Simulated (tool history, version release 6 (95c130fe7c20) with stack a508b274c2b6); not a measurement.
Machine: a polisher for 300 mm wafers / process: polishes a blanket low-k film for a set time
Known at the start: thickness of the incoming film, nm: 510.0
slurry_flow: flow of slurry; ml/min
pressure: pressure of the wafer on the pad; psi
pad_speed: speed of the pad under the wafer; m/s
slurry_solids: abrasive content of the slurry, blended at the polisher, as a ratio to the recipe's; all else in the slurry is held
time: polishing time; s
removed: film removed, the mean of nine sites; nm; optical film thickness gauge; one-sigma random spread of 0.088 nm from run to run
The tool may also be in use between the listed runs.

Run 1, hour 0: slurry_flow 175 ml/min, pressure 1.5 psi, pad_speed 0.94 m/s, slurry_solids 1, time 45 s. Result: removed 12.608 nm.
Run 2, hour 6: slurry_flow 170 ml/min, pressure 1.4 psi, pad_speed 0.94 m/s, slurry_solids 1, time 45 s. Result: removed 11.86 nm.
Run 3, hour 11.5: slurry_flow 170 ml/min, pressure 1.3 psi, pad_speed 0.94 m/s, slurry_solids 1, time 45 s. Result: removed 11.043 nm.
Run 4, hour 13.5: slurry_flow 150 ml/min, pressure 1.3 psi, pad_speed 0.94 m/s, slurry_solids 1, time 45 s. Result: removed 10.761 nm.
Run 5, hour 16: slurry_flow 150 ml/min, pressure 1.6 psi, pad_speed 0.94 m/s, slurry_solids 1, time 45 s. Result: removed 13.277 nm.
Run 6, hour 17.8: slurry_flow 150 ml/min, pressure 1.5 psi, pad_speed 0.94 m/s, slurry_solids 1, time 45 s. Result: removed 12.35 nm.
Run 7, hour 20.3: slurry_flow 145 ml/min, pressure 1.4 psi, pad_speed 0.94 m/s, slurry_solids 1, time 45 s. Result: removed 11.48 nm.
Run 8, hour 26: slurry_flow 140 ml/min, pressure 1.3 psi, pad_speed 0.94 m/s, slurry_solids 1, time 45 s. Result: removed 10.446 nm.
Run 9, hour 34.2: slurry_flow 135 ml/min, pressure 1.3 psi, pad_speed 0.94 m/s, slurry_solids 1, time 45 s. Result: removed 10.488 nm.
Run 10, hour 39.3: slurry_flow 130 ml/min, pressure 1.3 psi, pad_speed 0.94 m/s, slurry_solids 1, time 45 s. Result: removed 10.4 nm.
Run 11, hour 42.6: slurry_flow 125 ml/min, pressure 1.3 psi, pad_speed 0.94 m/s, slurry_solids 1, time 45 s. Result: removed 10.339 nm.

Estimate the outcome of run 12 from the log above:
Run 12, hour 44.2: slurry_flow 120 ml/min, pressure 1.3 psi, pad_speed 0.94 m/s, slurry_solids 1, time 45 s. Result: removed ?.

Run 12 gave removed 10.144 nm.
